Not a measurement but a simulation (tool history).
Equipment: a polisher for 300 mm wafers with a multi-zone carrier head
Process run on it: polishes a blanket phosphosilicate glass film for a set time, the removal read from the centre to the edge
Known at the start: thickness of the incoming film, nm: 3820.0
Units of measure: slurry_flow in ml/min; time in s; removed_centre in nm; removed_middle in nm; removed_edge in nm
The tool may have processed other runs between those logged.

{"run": 1, "day": 0.0, "slurry_flow": 195, "centre_zone": 1, "middle_zone": 1, "edge_zone": 1, "slurry_solids": 1, "time": 67, "removed_centre": 419.24, "removed_middle": 437.95, "removed_edge": 437.55}
{"run": 2, "day": 0.275, "slurry_flow": 195, "centre_zone": 1, "middle_zone": 1, "edge_zone": 1, "slurry_solids": 1, "time": 53, "removed_centre": 328.71, "removed_middle": 345.76, "removed_edge": 346.12}
{"run": 3, "day": 0.567, "slurry_flow": 185, "centre_zone": 0.99, "middle_zone": 1, "edge_zone": 1, "slurry_solids": 1, "time": 53, "removed_centre": 324.19, "removed_middle": 343.18, "removed_edge": 339.35}
{"run": 4, "day": 0.629, "slurry_flow": 185, "centre_zone": 0.99, "middle_zone": 1, "edge_zone": 1, "slurry_solids": 1, "time": 59, "removed_centre": 363.54, "removed_middle": 377.07, "removed_edge": 380.35}
{"run": 5, "day": 0.721, "slurry_flow": 145, "centre_zone": 0.99, "middle_zone": 1, "edge_zone": 1, "slurry_solids": 1, "time": 59, "removed_centre": 352.06, "removed_middle": 373.4, "removed_edge": 376.5}
{"run": 6, "day": 0.762, "slurry_flow": 145, "centre_zone": 0.97, "middle_zone": 0.99, "edge_zone": 0.98, "slurry_solids": 1, "time": 59, "removed_centre": 345.78, "removed_middle": 380.23, "removed_edge": 378.82}
{"day": 0.854, "done": "centre zone pressure recalibrated"}
{"run": 7, "day": 0.854, "slurry_flow": 145, "centre_zone": 0.97, "middle_zone": 0.99, "edge_zone": 0.98, "slurry_solids": 1, "time": 59, "removed_centre": 360.47, "removed_middle": 373.57, "removed_edge": 366.97}
{"run": 8, "day": 1.05, "slurry_flow": 145, "centre_zone": 0.96, "middle_zone": 0.99, "edge_zone": 0.99, "slurry_solids": 0.95, "time": 59, "removed_centre": 348.38, "removed_middle": 360.37, "removed_edge": 364.88}

For run 9, what comes out?
{"run": 9, "day": 1.112, "slurry_flow": 145, "centre_zone": 0.94, "middle_zone": 1.01, "edge_zone": 1, "slurry_solids": 0.95, "time": 59, "removed_centre": "?", "removed_middle": "?", "removed_edge": "?"}

Run 9 measured removed_centre 342.21 nm, removed_middle 358.1 nm, removed_edge 372.17 nm.
